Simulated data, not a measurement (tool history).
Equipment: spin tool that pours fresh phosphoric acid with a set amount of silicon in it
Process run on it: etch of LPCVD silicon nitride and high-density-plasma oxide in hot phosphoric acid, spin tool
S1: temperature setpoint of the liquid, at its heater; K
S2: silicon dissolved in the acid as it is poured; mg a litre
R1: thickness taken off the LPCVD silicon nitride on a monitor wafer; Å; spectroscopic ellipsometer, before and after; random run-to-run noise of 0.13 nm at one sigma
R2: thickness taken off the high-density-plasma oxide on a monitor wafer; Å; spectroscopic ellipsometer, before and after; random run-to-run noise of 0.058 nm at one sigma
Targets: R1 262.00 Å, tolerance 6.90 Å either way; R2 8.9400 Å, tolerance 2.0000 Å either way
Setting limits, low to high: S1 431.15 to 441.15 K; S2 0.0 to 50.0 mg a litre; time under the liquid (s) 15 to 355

run 1 hour=0.0 | S1=436.15 S2=28.0 time_under_the_liquid_(s)=180 | R1=198.66 R2=3.3155
run 2 hour=4.9 | S1=436.15 S2=42.0 time_under_the_liquid_(s)=180 | R1=198.78 R2=1.6917
run 3 hour=5.5 | S1=437.15 S2=35.5 time_under_the_liquid_(s)=185 | R1=208.35 R2=2.6814
run 4 hour=11.5 | S1=439.15 S2=35.5 time_under_the_liquid_(s)=185 | R1=223.94 R2=3.0325
run 5 hour=13.9 | S1=439.15 S2=35.5 time_under_the_liquid_(s)=245 | R1=295.87 R2=4.0081
run 6 hour=19.0 | S1=440.65 S2=35.5 time_under_the_liquid_(s)=245 | R1=311.43 R2=4.4413
run 7 hour=20.9 | S1=440.65 S2=35.5 time_under_the_liquid_(s)=245 | R1=311.92 R2=4.4992
run 8 hour=21.6 | S1=439.65 S2=29.5 time_under_the_liquid_(s)=240 | R1=297.44 R2=4.6477

Which one of the following 5 next-run settings gets every result inside its allowed miss? There is exactly one.
run A hour=22.3 | S1=437.65 S2=47.5 time_under_the_liquid_(s)=250 | R1=? R2=?
run B hour=22.3 | S1=441.15 S2=7.5 time_under_the_liquid_(s)=290 | R1=? R2=?
run C hour=22.3 | S1=435.65 S2=50.0 time_under_the_liquid_(s)=320 | R1=? R2=?
run D hour=22.3 | S1=438.15 S2=50.0 time_under_the_liquid_(s)=235 | R1=? R2=?
run E hour=22.3 | S1=441.15 S2=12.5 time_under_the_liquid_(s)=205 | R1=? R2=?

move=A R1=286.70 R2=2.1447
move=B R1=372.81 R2=14.5500
move=C R1=343.50 R2=2.3727
move=D R1=273.96 R2=2.0905
move=E R1=263.54 R2=9.2026
A: closer than the last run, but not yet in spec
B: lands further from the targets than the last run did
C: lands further from the targets than the last run did
D: closer than the last run, but not yet in spec
E: all results land within tolerance of their targets
E meets every target.

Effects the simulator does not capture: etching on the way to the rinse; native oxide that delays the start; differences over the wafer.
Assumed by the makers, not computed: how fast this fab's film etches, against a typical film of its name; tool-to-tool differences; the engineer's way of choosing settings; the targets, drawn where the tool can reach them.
